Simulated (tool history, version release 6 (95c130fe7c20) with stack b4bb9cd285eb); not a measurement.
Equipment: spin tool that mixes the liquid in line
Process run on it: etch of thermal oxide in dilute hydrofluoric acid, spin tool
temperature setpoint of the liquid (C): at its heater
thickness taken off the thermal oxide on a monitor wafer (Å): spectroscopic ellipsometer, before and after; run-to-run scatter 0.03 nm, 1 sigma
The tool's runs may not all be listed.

run	day	temperature setpoint of the liquid (C)	parts of water to one part of 49 % hydrofluoric acid (parts by volume)	time under the liquid (s)	thickness taken off the thermal oxide on a monitor wafer (Å)
1	0.000	22.0	80	95	47.486
2	0.325	22.0	80	75	37.634
3	0.454	22.0	80	95	47.552
4	0.583	20.5	85	95	41.459
5	0.750	19.5	90	95	37.436
6	0.812	19.5	90	95	37.660

The next listed run, before its measurement:
7	1.100	19.0	90	95	?

Run 7 measured thickness taken off the thermal oxide on a monitor wafer (Å) 36.835.
